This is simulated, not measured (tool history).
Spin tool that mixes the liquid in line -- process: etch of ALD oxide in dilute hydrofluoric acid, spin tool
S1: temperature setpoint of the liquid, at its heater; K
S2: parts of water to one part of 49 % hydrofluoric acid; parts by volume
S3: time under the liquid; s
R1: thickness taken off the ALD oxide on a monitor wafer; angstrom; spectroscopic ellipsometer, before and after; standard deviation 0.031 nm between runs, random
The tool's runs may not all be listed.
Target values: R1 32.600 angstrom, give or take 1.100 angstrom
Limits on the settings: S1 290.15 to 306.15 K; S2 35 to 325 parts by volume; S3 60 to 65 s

{"run": 1, "hour": 0.0, "S1": 298.15, "S2": 180, "S3": 60, "R1": 55.191}
{"run": 2, "hour": 3.1, "S1": 298.15, "S2": 180, "S3": 65, "R1": 60.339}
{"run": 3, "hour": 4.8, "S1": 298.15, "S2": 235, "S3": 65, "R1": 43.712}
{"run": 4, "hour": 13.5, "S1": 298.15, "S2": 235, "S3": 60, "R1": 39.897}
{"run": 5, "hour": 21.5, "S1": 298.15, "S2": 185, "S3": 60, "R1": 53.636}
{"run": 6, "hour": 30.2, "S1": 298.15, "S2": 205, "S3": 60, "R1": 47.271}
{"run": 7, "hour": 31.0, "S1": 296.65, "S2": 210, "S3": 60, "R1": 43.695}
{"run": 8, "hour": 38.9, "S1": 295.65, "S2": 215, "S3": 60, "R1": 40.509}
{"run": 9, "hour": 47.8, "S1": 294.65, "S2": 215, "S3": 60, "R1": 39.666}
{"run": 10, "hour": 54.4, "S1": 293.65, "S2": 220, "S3": 60, "R1": 37.214}
{"run": 11, "hour": 55.0, "S1": 293.15, "S2": 220, "S3": 60, "R1": 35.941}

Exactly one of the 5 candidate moves below puts every result within its allowed miss. Which one?
{"run": "A", "hour": 55.6, "S1": 293.15, "S2": 210, "S3": 60, "R1": "?"}
{"run": "B", "hour": 55.6, "S1": 290.15, "S2": 205, "S3": 65, "R1": "?"}
{"run": "C", "hour": 55.6, "S1": 292.15, "S2": 215, "S3": 60, "R1": "?"}
{"run": "D", "hour": 55.6, "S1": 298.65, "S2": 295, "S3": 65, "R1": "?"}
{"run": "E", "hour": 55.6, "S1": 291.65, "S2": 215, "S3": 60, "R1": "?"}

move=A R1=38.137
move=B R1=37.818
move=C R1=35.670
move=D R1=33.008
move=E R1=34.985
A: the biggest miss grows against the last run
B: the biggest miss grows against the last run
C: closer than the last run, but not yet in spec
D: in spec on every target
E: closer than the last run, but not yet in spec
Go with D: it meets all targets.

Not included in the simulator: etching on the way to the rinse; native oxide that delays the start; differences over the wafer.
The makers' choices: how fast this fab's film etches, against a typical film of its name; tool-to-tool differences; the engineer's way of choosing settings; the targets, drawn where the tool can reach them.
